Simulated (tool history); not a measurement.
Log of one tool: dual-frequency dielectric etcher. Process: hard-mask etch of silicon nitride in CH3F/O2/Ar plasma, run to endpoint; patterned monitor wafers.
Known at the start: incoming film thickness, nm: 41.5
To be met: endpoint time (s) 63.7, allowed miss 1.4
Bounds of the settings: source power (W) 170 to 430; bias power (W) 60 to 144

| run | hour | source power (W) | bias power (W) | endpoint time (s) |
|---|---|---|---|---|
| 1 | 0 | 300 | 102 | 53.437 |
| 2 | 1 | 340 | 102 | 51.422 |
| 3 | 3.2 | 340 | 110 | 48.899 |
| 4 | 6.4 | 340 | 125 | 45.169 |
| 5 | 12.2 | 300 | 117 | 50.013 |
| 6 | 20.8 | 260 | 117 | 52.987 |
| 7 | 28.6 | 240 | 113 | 55.097 |
| 8 | 32 | 220 | 110 | 58.396 |
| 9 | 34 | 210 | 109 | 59.807 |
| 10 | 40.6 | 200 | 109 | 61.57 |

Which of these 5 next moves meets every target?
| A | 47.2 | 180 | 104 | ? |
| B | 47.2 | 220 | 105 | ? |
| C | 47.2 | 180 | 109 | ? |
| D | 47.2 | 210 | 110 | ? |
| E | 47.2 | 220 | 107 | ? |

| move | endpoint time (s) |
|---|---|
| A | 66.442 |
| B | 60.508 |
| C | 64.567 |
| D | 60.028 |
| E | 59.823 |
A: takes the result that was furthest off past its target
B: further off than the last run
C: meets every target
D: further off than the last run
E: further off than the last run
Answer: C

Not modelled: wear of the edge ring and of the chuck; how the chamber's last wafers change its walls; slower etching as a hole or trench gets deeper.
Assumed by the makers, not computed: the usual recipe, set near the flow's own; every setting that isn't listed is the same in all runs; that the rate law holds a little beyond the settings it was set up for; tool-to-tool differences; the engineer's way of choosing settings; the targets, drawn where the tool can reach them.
